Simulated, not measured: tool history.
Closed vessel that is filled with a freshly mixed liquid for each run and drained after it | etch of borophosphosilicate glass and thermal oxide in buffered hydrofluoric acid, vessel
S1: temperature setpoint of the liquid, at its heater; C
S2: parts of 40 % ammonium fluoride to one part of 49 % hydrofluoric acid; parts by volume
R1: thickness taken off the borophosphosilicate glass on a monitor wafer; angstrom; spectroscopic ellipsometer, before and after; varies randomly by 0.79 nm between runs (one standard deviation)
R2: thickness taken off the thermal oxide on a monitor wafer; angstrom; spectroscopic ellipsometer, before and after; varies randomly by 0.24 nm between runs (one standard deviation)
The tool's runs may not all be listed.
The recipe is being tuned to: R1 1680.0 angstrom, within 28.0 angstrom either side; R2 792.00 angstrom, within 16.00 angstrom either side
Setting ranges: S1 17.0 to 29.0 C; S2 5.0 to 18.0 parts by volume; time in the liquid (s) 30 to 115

Run 1, day 0.000: S1 21.0 C, S2 11.0 parts by volume, time in the liquid (s) 60. Result: R1 1171.1 angstrom, R2 548.85 angstrom.
Run 2, day 0.271: S1 23.0 C, S2 11.0 parts by volume, time in the liquid (s) 60. Result: R1 1294.5 angstrom, R2 614.46 angstrom.
Run 3, day 0.642: S1 24.0 C, S2 11.0 parts by volume, time in the liquid (s) 60. Result: R1 1365.4 angstrom, R2 649.84 angstrom.
Run 4, day 0.812: S1 25.0 C, S2 11.0 parts by volume, time in the liquid (s) 60. Result: R1 1455.0 angstrom, R2 689.62 angstrom.
Run 5, day 0.862: S1 27.0 C, S2 11.0 parts by volume, time in the liquid (s) 60. Result: R1 1596.6 angstrom, R2 765.35 angstrom.
Run 6, day 1.100: S1 27.0 C, S2 8.5 parts by volume, time in the liquid (s) 60. Result: R1 2011.6 angstrom, R2 956.67 angstrom.
Run 7, day 1.362: S1 27.0 C, S2 8.5 parts by volume, time in the liquid (s) 60. Result: R1 1985.9 angstrom, R2 954.78 angstrom.
Run 8, day 1.638: S1 26.0 C, S2 8.5 parts by volume, time in the liquid (s) 60. Result: R1 1906.1 angstrom, R2 906.86 angstrom.
Run 9, day 1.992: S1 25.5 C, S2 8.5 parts by volume, time in the liquid (s) 60. Result: R1 1857.3 angstrom, R2 879.96 angstrom.

Exercise: of the 5 proposed moves below, exactly one satisfies all targets within the stated allowed misses. Which move is it?
Run A, day 2.346: S1 20.0 C, S2 5.5 parts by volume, time in the liquid (s) 50. Result: R1 ?, R2 ?.
Run B, day 2.346: S1 29.0 C, S2 15.0 parts by volume, time in the liquid (s) 80. Result: R1 ?, R2 ?.
Run C, day 2.346: S1 27.5 C, S2 8.0 parts by volume, time in the liquid (s) 55. Result: R1 ?, R2 ?.
Run D, day 2.346: S1 20.5 C, S2 7.5 parts by volume, time in the liquid (s) 65. Result: R1 ?, R2 ?.
Run E, day 2.346: S1 20.5 C, S2 6.0 parts by volume, time in the liquid (s) 50. Result: R1 ?, R2 ?.

move      R1      R2
   A  1749.6  824.64
   B  1749.4  839.03
   C  2013.0  960.73
   D  1752.0  831.48
   E  1666.6  787.64
A: an improvement on the last run, though not all results are within tolerance
B: an improvement on the last run, though not all results are within tolerance
C: moves away from the targets compared with the last run
D: an improvement on the last run, though not all results are within tolerance
E: all results land within tolerance of their targets
The move that meets every target is E.
